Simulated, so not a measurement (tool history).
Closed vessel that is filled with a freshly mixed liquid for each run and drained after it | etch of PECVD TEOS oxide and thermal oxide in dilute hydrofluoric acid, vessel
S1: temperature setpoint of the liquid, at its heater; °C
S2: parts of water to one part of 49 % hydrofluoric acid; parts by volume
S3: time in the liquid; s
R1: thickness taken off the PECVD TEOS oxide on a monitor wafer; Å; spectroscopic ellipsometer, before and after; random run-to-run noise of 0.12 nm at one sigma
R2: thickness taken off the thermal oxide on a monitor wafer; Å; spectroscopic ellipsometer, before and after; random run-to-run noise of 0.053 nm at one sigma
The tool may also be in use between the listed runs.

run 1 day=0.000 | S1=21.0 S2=85 S3=65 | R1=149.13 R2=34.131
run 2 day=0.179 | S1=22.5 S2=85 S3=65 | R1=159.15 R2=36.390
run 3 day=0.429 | S1=23.5 S2=85 S3=65 | R1=164.95 R2=38.276
run 4 day=0.767 | S1=23.5 S2=85 S3=85 | R1=216.85 R2=49.943
run 5 day=1.042 | S1=23.5 S2=85 S3=55 | R1=139.94 R2=31.961
run 6 day=1.304 | S1=23.5 S2=105 S3=55 | R1=110.29 R2=25.499
run 7 day=1.492 | S1=24.5 S2=95 S3=55 | R1=128.50 R2=29.520
run 8 day=1.746 | S1=25.0 S2=90 S3=55 | R1=139.74 R2=31.747
run 9 day=1.817 | S1=25.5 S2=85 S3=55 | R1=152.48 R2=34.935

Run 10, settings as shown, results not yet in. Your forecast:
run 10 day=1.979 | S1=26.0 S2=80 S3=55 | R1=? R2=?

Run 10 gave R1 164.97 Å, R2 38.064 Å.

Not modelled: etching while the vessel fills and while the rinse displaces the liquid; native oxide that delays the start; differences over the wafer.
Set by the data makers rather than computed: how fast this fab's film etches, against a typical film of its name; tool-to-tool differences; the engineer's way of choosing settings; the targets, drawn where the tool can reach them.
